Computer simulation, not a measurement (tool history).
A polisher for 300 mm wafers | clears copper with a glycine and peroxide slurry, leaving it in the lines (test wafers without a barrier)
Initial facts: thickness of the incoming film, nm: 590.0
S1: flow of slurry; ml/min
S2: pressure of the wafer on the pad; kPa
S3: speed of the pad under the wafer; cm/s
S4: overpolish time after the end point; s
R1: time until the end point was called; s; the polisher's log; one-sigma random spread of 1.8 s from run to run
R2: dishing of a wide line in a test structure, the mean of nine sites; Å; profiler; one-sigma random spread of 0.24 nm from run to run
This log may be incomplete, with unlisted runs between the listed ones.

run 1 hour=0 | S1=155 S2=17.9 S3=78 S4=20 | R1=156.27 R2=451.1
run 2 hour=2.4 | S1=155 S2=17.9 S3=84 S4=20 | R1=154.67 R2=468.02
run 3 hour=4.7 | S1=155 S2=17.9 S3=64 S4=20 | R1=173.75 R2=418.83
run 4 hour=9.5 | S1=155 S2=17.9 S3=64 S4=13 | R1=173.08 R2=290.66
run 5 hour=12.4 | S1=180 S2=17.9 S3=64 S4=13 | R1=168.19 R2=305.13
run 6 hour=20.9 | S1=180 S2=17.9 S3=64 S4=21 | R1=168.16 R2=442.56
run 7 hour=28 | S1=135 S2=13.1 S3=86 S4=11 | R1=182.97 R2=240.58
run 8 hour=32.1 | S1=95 S2=8.3 S3=100 S4=6 | R1=238.29 R2=105.59
run 9 hour=33.3 | S1=105 S2=8.3 S3=100 S4=6 | R1=231.93 R2=112.79
run 10 hour=34.7 | S1=115 S2=8.3 S3=100 S4=6 | R1=226.91 R2=114.67
run 11 hour=36.8 | S1=115 S2=8.3 S3=100 S4=6 | R1=227.05 R2=115.34
-- hour=42.3 head pressure recalibrated
run 12 hour=42.3 | S1=120 S2=8.3 S3=100 S4=6 | R1=234.12 R2=109.31
run 13 hour=49.7 | S1=120 S2=9 S3=100 S4=6 | R1=229.14 R2=109.98
run 14 hour=56.1 | S1=120 S2=9.7 S3=98 S4=6 | R1=220.43 R2=112.31
run 15 hour=59 | S1=140 S2=10.3 S3=98 S4=11 | R1=203.94 R2=212.38
run 16 hour=64.2 | S1=140 S2=10.3 S3=98 S4=11 | R1=206.13 R2=211.26
run 17 hour=70.9 | S1=130 S2=10.3 S3=98 S4=10 | R1=209.31 R2=194.28

For run 18, what comes out?
run 18 hour=76.4 | S1=125 S2=10.3 S3=96 S4=9 | R1=? R2=?

R1: 216.59 s
R2: 169.11 Å
